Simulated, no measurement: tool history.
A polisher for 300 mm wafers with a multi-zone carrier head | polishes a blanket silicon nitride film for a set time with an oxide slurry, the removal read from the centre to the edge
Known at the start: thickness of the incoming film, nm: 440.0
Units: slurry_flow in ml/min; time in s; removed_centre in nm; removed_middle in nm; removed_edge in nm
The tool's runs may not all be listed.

run    day  slurry_flow  centre_zone  middle_zone  edge_zone  slurry_solids  time  removed_centre  removed_middle  removed_edge
  1  0.000          250         1.00         1.00       1.00           1.00    88          68.063          66.780        66.912
  2  0.250          185         1.00         1.00       1.00           1.00    88          63.801          63.478        65.144
  3  0.417          150         1.00         1.00       1.00           1.00    88          60.882          60.407        63.505
  4  0.696          180         1.03         1.01       1.02           1.10    90          70.659          69.005        70.336
  5  1.050          200         1.06         1.01       1.05           1.20    91          78.663          72.926        75.879
     1.129  -- worn pad replaced by a new one
  6  1.129          200         1.12         1.01       1.05           1.20    91          86.360          78.617        82.388
  7  1.346          220         1.13         1.02       1.06           1.25    91          92.219          82.095        83.461
  8  1.508          220         1.14         1.03       1.08           1.30    92          94.637          84.862        87.917
  9  1.804          235         1.15         1.04       1.09           1.35    92         100.380          89.294        89.129

Run 10 comes next. What will it give?
 10  1.846          235         1.16         1.04       1.10           1.40    93               ?               ?             ?

{"run 10": {"removed_centre": 100.88, "removed_middle": 90.577, "removed_edge": 92.159}}

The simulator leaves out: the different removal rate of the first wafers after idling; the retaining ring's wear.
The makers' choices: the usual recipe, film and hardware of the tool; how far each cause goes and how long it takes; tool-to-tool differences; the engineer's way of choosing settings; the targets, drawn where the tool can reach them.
